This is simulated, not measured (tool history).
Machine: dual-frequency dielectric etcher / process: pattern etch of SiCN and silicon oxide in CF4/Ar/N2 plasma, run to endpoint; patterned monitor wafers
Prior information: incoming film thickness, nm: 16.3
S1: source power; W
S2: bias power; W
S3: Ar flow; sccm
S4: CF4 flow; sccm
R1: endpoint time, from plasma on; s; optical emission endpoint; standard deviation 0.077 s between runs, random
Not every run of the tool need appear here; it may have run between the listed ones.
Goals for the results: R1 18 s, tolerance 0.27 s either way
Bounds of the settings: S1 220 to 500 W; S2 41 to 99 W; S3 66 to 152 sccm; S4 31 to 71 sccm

| run | hour | S1 | S2 | S3 | S4 | R1 |
|---|---|---|---|---|---|---|
| 1 | 0 | 360 | 70 | 109 | 51 | 26.787 |
| 2 | 5.9 | 380 | 72 | 109 | 51 | 24.83 |
| 3 | 11 | 380 | 78 | 109 | 51 | 23.911 |
| 4 | 17.6 | 390 | 78 | 109 | 51 | 23.323 |
| 5 | 21.9 | 390 | 78 | 109 | 55 | 23.067 |
| 6 | 22.7 | 400 | 78 | 109 | 55 | 22.32 |
| 7 | 27.4 | 410 | 78 | 109 | 55 | 21.757 |
| 8 | 28.7 | 480 | 79 | 109 | 55 | 18.279 |

5 next moves are on the table. One of them brings every result within its allowed miss. Which?
| A | 30 | 500 | 86 | 108 | 46 | ? |
| B | 30 | 480 | 93 | 114 | 57 | ? |
| C | 30 | 490 | 78 | 111 | 56 | ? |
| D | 30 | 500 | 99 | 146 | 48 | ? |
| E | 30 | 440 | 93 | 78 | 66 | ? |

| move | R1 |
|---|---|
| A | 17.689 |
| B | 17.382 |
| C | 18.186 |
| D | 17.459 |
| E | 17.507 |
A: takes the biggest miss from the last run beyond its target
B: takes the biggest miss from the last run beyond its target
C: every result within its allowed miss
D: takes the biggest miss from the last run beyond its target
E: takes the biggest miss from the last run beyond its target
C is the move that brings every result within its allowed miss.

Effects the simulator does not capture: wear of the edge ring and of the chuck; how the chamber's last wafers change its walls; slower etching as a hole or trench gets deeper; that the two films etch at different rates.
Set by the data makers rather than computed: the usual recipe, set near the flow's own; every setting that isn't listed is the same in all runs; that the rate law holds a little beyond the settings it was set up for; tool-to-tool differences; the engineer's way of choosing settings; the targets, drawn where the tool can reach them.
